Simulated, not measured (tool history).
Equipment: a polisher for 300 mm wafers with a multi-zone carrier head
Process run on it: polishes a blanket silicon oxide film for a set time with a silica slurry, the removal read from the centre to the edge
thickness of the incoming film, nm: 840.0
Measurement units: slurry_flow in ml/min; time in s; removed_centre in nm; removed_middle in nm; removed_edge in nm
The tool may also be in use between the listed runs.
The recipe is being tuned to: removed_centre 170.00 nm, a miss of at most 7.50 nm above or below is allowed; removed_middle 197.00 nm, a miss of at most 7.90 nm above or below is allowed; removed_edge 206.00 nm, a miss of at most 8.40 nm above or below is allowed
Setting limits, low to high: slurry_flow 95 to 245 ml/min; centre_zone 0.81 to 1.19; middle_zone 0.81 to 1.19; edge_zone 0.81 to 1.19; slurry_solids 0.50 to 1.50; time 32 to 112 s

run,hour,slurry_flow,centre_zone,middle_zone,edge_zone,slurry_solids,time,removed_centre,removed_middle,removed_edge
1,0.0,155,1.00,1.00,1.00,1.00,72,284.72,276.89,280.38
2,7.3,155,0.95,1.00,1.00,1.00,72,263.53,284.54,281.37
3,13.9,155,1.03,1.00,1.00,1.00,72,291.31,281.37,279.45
4,16.0,155,1.03,1.00,1.00,1.00,80,325.55,311.63,310.50
5,23.9,145,0.97,0.98,0.98,0.85,77,262.51,267.93,269.54
6,28.7,135,0.93,0.96,0.96,0.75,77,226.68,238.13,242.61
7,30.5,125,0.89,0.94,0.94,0.70,77,205.83,224.19,231.15
8,36.5,120,0.87,0.93,0.92,0.70,77,200.12,217.24,222.06
9,37.6,120,0.87,0.93,0.92,0.70,77,199.90,218.16,221.55
10,40.6,115,0.85,0.92,0.92,0.65,77,181.66,204.09,206.01

Pick the move, out of 5, that brings all results within their allowed miss; only one does.
A,43.6,120,0.88,0.88,0.87,0.65,76,?,?,?
B,43.6,100,0.90,1.07,0.97,0.55,87,?,?,?
C,43.6,115,0.83,0.94,0.98,0.70,69,?,?,?
D,43.6,125,0.84,0.85,0.86,0.60,81,?,?,?
E,43.6,100,0.90,1.02,0.95,0.55,88,?,?,?

move,removed_centre,removed_middle,removed_edge
A,189.82,197.80,207.88
B,184.74,215.48,211.74
C,169.56,195.88,208.90
D,183.34,195.67,208.60
E,186.81,210.98,212.18
A: misses by more than the last run did
B: misses by more than the last run did
C: every result lands within tolerance
D: misses by more than the last run did
E: misses by more than the last run did
Correct choice: C, which meets every target
